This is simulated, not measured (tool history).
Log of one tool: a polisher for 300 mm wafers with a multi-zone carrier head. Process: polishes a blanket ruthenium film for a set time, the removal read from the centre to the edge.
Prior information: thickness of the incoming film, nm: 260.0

run,hour,flow of slurry (ml/min),pressure of the head's centre zone,pressure of the head's middle zone,pressure of the head's edge zone,polishing time (s),film removed at the wafer's centre (angstrom),film removed at mid-radius (angstrom),film removed at the wafer's edge (angstrom)
1,0,240,1,1,1,58,909.28,974.53,980.29
2,1.8,280,1,1,1,58,944.57,978.18,957.73
3,6.7,280,0.98,1.01,0.98,54,868.69,922.9,897.87
4,15.6,280,0.96,1.03,0.97,51,804.51,903.31,840.44
5,19.3,280,0.94,1.03,0.96,49,770.17,852.36,816.23
6,24.1,280,1.01,1.03,0.96,49,797.57,849.97,786.15
7,25.4,270,0.99,1.04,0.95,47,736.03,818.75,766.68
8,29.6,265,0.99,1.05,0.93,46,720.87,811.45,730.93
9,32.7,265,0.99,1.05,0.93,46,762.63,816.71,733.85

Run 10 comes next. What will it give?
10,35.9,265,0.97,1.06,0.93,44,?,?,?

film removed at the wafer's centre (angstrom): 679.6
film removed at mid-radius (angstrom): 785.65
film removed at the wafer's edge (angstrom): 725.85
